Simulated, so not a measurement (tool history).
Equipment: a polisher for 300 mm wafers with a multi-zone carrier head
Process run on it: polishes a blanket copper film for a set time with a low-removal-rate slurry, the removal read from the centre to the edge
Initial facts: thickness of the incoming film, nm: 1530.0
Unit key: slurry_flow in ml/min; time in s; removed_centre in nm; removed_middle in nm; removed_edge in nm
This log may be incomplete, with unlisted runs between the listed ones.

run,hour,slurry_flow,centre_zone,middle_zone,edge_zone,slurry_solids,time,removed_centre,removed_middle,removed_edge
1,0,200,1,1,1,1,47,135.02,138.53,136.73
2,1.3,205,0.98,1.01,1.05,1.15,49,143.11,148.85,146.58
3,8.9,200,0.94,1,1.08,1.2,52,142.81,156.74,163.03
4,15.2,200,0.94,1,1.17,1.2,52,147.63,159.52,164.95
5,18.7,210,0.93,1,1.18,1.25,53,151.21,162.2,173.95
6,22.7,210,0.93,1,1.18,1.25,46,130.21,142.27,149.52
7,29.8,220,0.92,1.01,1.18,1.3,48,133.85,150.33,156.76
8,36.4,220,0.92,1.01,1.18,1.35,50,141.86,159.52,167.18
9,44.1,225,0.92,1.01,1.18,1.4,51,146.11,162.4,170.77
10,53,230,0.92,1.01,1.18,1.45,52,151.57,166.31,175.02
11,55.3,230,0.91,1.01,1.18,1.45,53,150.51,168.67,182.38

Run 12, settings as shown, results not yet in. Your forecast:
12,60.3,235,0.91,1.02,1.18,1.45,54,?,?,?

For run 12 the tool returned removed_centre 155.85 nm, removed_middle 175.49 nm, removed_edge 181.82 nm.
